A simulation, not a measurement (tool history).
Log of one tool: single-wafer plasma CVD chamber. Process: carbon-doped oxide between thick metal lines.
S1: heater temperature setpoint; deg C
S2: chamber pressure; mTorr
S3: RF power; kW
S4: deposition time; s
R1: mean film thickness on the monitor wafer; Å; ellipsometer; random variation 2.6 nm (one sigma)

run,hour,S1,S2,S3,S4,R1
1,0.0,350,3830,0.445,228,11637.0
2,6.8,350,3300,0.445,228,11367.0
3,13.3,359,3300,0.445,228,11177.0
4,19.1,359,3300,0.385,228,9954.1
5,25.1,359,2970,0.385,228,9879.5
6,29.8,359,2970,0.385,236,10210.0

Forecast run 7:
7,30.8,358,3060,0.385,236,?

R1: 10246.0 Å

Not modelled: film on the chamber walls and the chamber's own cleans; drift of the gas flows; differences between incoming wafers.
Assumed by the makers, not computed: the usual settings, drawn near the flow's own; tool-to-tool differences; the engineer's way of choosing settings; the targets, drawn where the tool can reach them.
